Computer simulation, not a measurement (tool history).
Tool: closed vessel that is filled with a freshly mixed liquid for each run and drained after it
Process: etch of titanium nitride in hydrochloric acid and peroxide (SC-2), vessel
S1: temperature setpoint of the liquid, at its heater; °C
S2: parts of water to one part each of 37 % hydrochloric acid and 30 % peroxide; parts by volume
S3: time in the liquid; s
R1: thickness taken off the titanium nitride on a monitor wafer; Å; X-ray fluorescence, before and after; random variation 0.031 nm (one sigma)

run	hour	S1	S2	S3	R1
1	0.0	53.0	7.0	350	144.020
2	7.9	50.0	7.0	350	119.370
3	16.7	50.0	9.0	350	96.052
4	19.2	56.5	9.0	350	147.370
5	21.8	53.5	9.0	350	121.480
6	28.6	51.0	9.0	350	103.610
7	29.5	49.0	9.0	350	90.130

Run 8 comes next. What will it give?
8	32.9	48.0	9.0	350	?

R1: 84.858 Å
